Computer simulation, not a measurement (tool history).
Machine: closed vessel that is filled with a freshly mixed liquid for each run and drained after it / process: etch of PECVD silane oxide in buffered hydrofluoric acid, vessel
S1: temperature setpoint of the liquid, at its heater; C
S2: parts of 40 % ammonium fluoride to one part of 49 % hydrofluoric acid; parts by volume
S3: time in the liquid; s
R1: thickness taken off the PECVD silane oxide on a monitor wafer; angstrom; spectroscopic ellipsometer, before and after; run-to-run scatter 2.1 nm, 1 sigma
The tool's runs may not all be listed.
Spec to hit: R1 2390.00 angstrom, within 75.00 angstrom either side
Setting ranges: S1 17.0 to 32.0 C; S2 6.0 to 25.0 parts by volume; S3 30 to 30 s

run    day    S1    S2  S3       R1
  1  0.000  24.0  15.5  30   959.54
  2  0.204  26.5  13.0  30  1283.40
  3  0.275  28.5  11.0  30  1691.30
  4  0.654  29.5  10.5  30  1910.20
  5  0.975  29.5  10.5  30  1920.70
  6  1.079  30.5  10.5  30  2001.50
  7  1.225  31.0  10.0  30  2142.60
  8  1.279  31.5  10.0  30  2215.50

Consider the 4 candidate settings below. Which is the only one whose results all fall within their allowed miss of target?
  A  1.333  25.0   7.0  30   ?
  B  1.333  30.5   8.5  30   ?
  C  1.333  32.0   8.5  30   ?
  D  1.333  32.0  10.5  30   ?

move       R1
   A  2197.20
   B  2386.30
   C  2579.80
   D  2164.80
A: misses by more than the last run did
B: each result inside its tolerance
C: takes the biggest miss from the last run beyond its target
D: misses by more than the last run did
So the answer is move B, the one that meets all the targets.

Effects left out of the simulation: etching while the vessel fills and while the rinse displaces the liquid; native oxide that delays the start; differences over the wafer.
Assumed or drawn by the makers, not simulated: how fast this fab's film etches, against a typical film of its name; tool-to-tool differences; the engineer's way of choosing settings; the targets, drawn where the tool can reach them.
